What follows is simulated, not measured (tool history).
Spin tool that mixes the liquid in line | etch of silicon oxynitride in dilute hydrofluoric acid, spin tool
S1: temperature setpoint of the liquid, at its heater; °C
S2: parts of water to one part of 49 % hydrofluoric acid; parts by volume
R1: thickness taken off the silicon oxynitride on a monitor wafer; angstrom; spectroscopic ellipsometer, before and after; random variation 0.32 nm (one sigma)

run 1 hour=0.0 | S1=20.0 S2=60 time_under_the_liquid_(s)=280 | R1=189.80
run 2 hour=0.7 | S1=21.5 S2=55 time_under_the_liquid_(s)=280 | R1=224.14
run 3 hour=3.6 | S1=21.5 S2=55 time_under_the_liquid_(s)=280 | R1=226.64
run 4 hour=9.2 | S1=22.5 S2=55 time_under_the_liquid_(s)=280 | R1=234.39
run 5 hour=12.5 | S1=24.5 S2=55 time_under_the_liquid_(s)=280 | R1=266.39
run 6 hour=14.9 | S1=27.5 S2=55 time_under_the_liquid_(s)=280 | R1=302.98

Run 7 comes next. What will it give?
run 7 hour=20.4 | S1=28.0 S2=45 time_under_the_liquid_(s)=280 | R1=?

Run 7 gave R1 379.41 angstrom.
